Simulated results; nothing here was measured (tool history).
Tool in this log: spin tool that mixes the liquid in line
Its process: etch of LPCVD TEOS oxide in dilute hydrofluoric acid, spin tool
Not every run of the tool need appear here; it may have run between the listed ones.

run  hour  temperature setpoint of the liquid (C)  parts of water to one part of 49 % hydrofluoric acid (parts by volume)  time under the liquid (s)  thickness taken off the LPCVD TEOS oxide on a monitor wafer (angstrom)
  1     0                                      25                                                                     250                        270                                                                  347.68
  2   3.8                                      22                                                                     250                        270                                                                   314.6
  3   4.4                                    25.5                                                                     205                        270                                                                  457.56
  4  12.4                                      28                                                                     180                        270                                                                  586.38
  5  20.7                                    26.5                                                                     180                        270                                                                  558.59
  6  24.4                                    26.5                                                                     235                        270                                                                  401.38

Run 7, settings as shown, results not yet in. Your forecast:
     29.9  -- hydrofluoric acid flow meter replaced
  7  29.9                                    28.5                                                                     200                        270                                                                       ?

{"run 7": {"thickness taken off the LPCVD TEOS oxide on a monitor wafer (angstrom)": 597.08}}

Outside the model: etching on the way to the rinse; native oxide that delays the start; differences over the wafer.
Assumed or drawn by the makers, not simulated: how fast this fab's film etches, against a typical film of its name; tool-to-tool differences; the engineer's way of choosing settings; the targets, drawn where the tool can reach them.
